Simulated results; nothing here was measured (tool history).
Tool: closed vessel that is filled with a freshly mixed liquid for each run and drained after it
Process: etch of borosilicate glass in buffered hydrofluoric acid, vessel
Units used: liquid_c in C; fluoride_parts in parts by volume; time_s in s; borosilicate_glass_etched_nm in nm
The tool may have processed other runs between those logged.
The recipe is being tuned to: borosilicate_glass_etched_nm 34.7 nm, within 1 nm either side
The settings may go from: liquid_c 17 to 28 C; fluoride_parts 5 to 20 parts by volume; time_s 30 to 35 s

Run 1, hour 0: liquid_c 20 C, fluoride_parts 12 parts by volume, time_s 35 s. Result: borosilicate_glass_etched_nm 29.998 nm.
Run 2, hour 3.4: liquid_c 20 C, fluoride_parts 12 parts by volume, time_s 30 s. Result: borosilicate_glass_etched_nm 25.952 nm.
Run 3, hour 6.2: liquid_c 21 C, fluoride_parts 12 parts by volume, time_s 30 s. Result: borosilicate_glass_etched_nm 27.388 nm.
Run 4, hour 11.5: liquid_c 18.5 C, fluoride_parts 12 parts by volume, time_s 30 s. Result: borosilicate_glass_etched_nm 23.57 nm.
Run 5, hour 13.9: liquid_c 18.5 C, fluoride_parts 10 parts by volume, time_s 30 s. Result: borosilicate_glass_etched_nm 28.289 nm.
Run 6, hour 16.8: liquid_c 19 C, fluoride_parts 10 parts by volume, time_s 30 s. Result: borosilicate_glass_etched_nm 29.432 nm.
Run 7, hour 22.1: liquid_c 19.5 C, fluoride_parts 10 parts by volume, time_s 30 s. Result: borosilicate_glass_etched_nm 30.365 nm.
Run 8, hour 28: liquid_c 20 C, fluoride_parts 10 parts by volume, time_s 30 s. Result: borosilicate_glass_etched_nm 31.378 nm.
Run 9, hour 33.8: liquid_c 21 C, fluoride_parts 10 parts by volume, time_s 30 s. Result: borosilicate_glass_etched_nm 32.713 nm.
Run 10, hour 37: liquid_c 21.5 C, fluoride_parts 10 parts by volume, time_s 30 s. Result: borosilicate_glass_etched_nm 33.609 nm.

Exactly one of the 4 candidate moves below puts every result within its allowed miss. Which one?
Run A, hour 40.2: liquid_c 19 C, fluoride_parts 10.5 parts by volume, time_s 35 s. Result: borosilicate_glass_etched_nm ?.
Run B, hour 40.2: liquid_c 19.5 C, fluoride_parts 11 parts by volume, time_s 35 s. Result: borosilicate_glass_etched_nm ?.
Run C, hour 40.2: liquid_c 23 C, fluoride_parts 9.5 parts by volume, time_s 30 s. Result: borosilicate_glass_etched_nm ?.
Run D, hour 40.2: liquid_c 20 C, fluoride_parts 10.5 parts by volume, time_s 35 s. Result: borosilicate_glass_etched_nm ?.

move  borosilicate_glass_etched_nm
   A                        32.822
   B                        32.221
   C                        37.938
   D                        34.676
A: further off than the last run
B: further off than the last run
C: moves the result that the last run missed by most past its target, out the other side
D: all results in spec
Answer: D
